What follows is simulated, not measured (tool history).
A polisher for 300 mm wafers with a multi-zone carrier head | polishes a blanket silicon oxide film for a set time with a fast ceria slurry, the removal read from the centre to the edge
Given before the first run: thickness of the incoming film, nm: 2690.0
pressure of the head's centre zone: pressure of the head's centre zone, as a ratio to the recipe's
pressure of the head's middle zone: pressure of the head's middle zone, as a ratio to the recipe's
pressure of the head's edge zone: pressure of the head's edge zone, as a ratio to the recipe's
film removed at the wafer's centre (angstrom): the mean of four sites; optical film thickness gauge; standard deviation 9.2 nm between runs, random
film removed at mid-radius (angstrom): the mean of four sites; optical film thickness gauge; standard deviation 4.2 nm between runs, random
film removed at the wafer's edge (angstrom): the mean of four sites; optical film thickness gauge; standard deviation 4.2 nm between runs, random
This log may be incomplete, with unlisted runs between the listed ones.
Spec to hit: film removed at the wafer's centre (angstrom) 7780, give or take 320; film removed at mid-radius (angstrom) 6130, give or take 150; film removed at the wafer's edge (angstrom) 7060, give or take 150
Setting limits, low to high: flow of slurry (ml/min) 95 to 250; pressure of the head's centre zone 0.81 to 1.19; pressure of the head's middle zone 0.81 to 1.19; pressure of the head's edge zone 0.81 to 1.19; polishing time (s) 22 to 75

| run | hour | flow of slurry (ml/min) | pressure of the head's centre zone | pressure of the head's middle zone | pressure of the head's edge zone | polishing time (s) | film removed at the wafer's centre (angstrom) | film removed at mid-radius (angstrom) | film removed at the wafer's edge (angstrom) |
|---|---|---|---|---|---|---|---|---|---|
| 1 | 0 | 160 | 1 | 1 | 1 | 48 | 9920.8 | 9691.7 | 9801.3 |
| 2 | 3.6 | 160 | 1 | 1 | 1.04 | 48 | 9919.6 | 9878.7 | 9889.2 |
| 3 | 8.1 | 150 | 1.02 | 0.95 | 0.98 | 44 | 9192.8 | 8555.6 | 8802.5 |
| 4 | 9.2 | 135 | 1.05 | 0.9 | 0.99 | 41 | 8535.7 | 7449.5 | 8149 |
| 5 | 15 | 125 | 1.06 | 0.87 | 0.96 | 40 | 8110.4 | 6978.3 | 7747.1 |
| 6 | 19.2 | 125 | 0.98 | 0.87 | 0.96 | 40 | 7401.7 | 6985.4 | 7681.7 |
| 7 | 24.4 | 120 | 1.02 | 0.85 | 0.94 | 39 | 7644 | 6681.2 | 7362.2 |
| 8 | 25.7 | 95 | 1.08 | 0.81 | 0.96 | 37 | 7025.2 | 5648.7 | 6777.9 |
| 9 | 28.6 | 105 | 1.09 | 0.81 | 0.95 | 37 | 7373.7 | 5839.4 | 6830.1 |
| 10 | 29.5 | 135 | 1.09 | 0.82 | 0.97 | 37 | 7902.8 | 6231.6 | 7252.6 |

Pick the move, out of 5, that brings all results within their allowed miss; only one does.
| A | 30.4 | 130 | 1.11 | 0.83 | 1.07 | 37 | ? | ? | ? |
| B | 30.4 | 135 | 1.17 | 0.91 | 0.95 | 35 | ? | ? | ? |
| C | 30.4 | 160 | 1.03 | 0.84 | 1.12 | 34 | ? | ? | ? |
| D | 30.4 | 160 | 1.15 | 0.88 | 1.11 | 33 | ? | ? | ? |
| E | 30.4 | 125 | 1.15 | 0.81 | 1.04 | 35 | ? | ? | ? |

| move | film removed at the wafer's centre (angstrom) | film removed at mid-radius (angstrom) | film removed at the wafer's edge (angstrom) |
|---|---|---|---|
| A | 7998.8 | 6188.7 | 7531.8 |
| B | 8055.1 | 6333 | 6779.5 |
| C | 7169.5 | 5994.8 | 7296.3 |
| D | 7764.7 | 6024.4 | 7047.5 |
| E | 7753 | 5693.5 | 6985.7 |
A: its largest miss is bigger than the last run's
B: pushes the last run's worst result past its target
C: its largest miss is bigger than the last run's
D: every result within its allowed miss
E: the furthest-off result lands on target, but another misses its tolerance
Answer: D
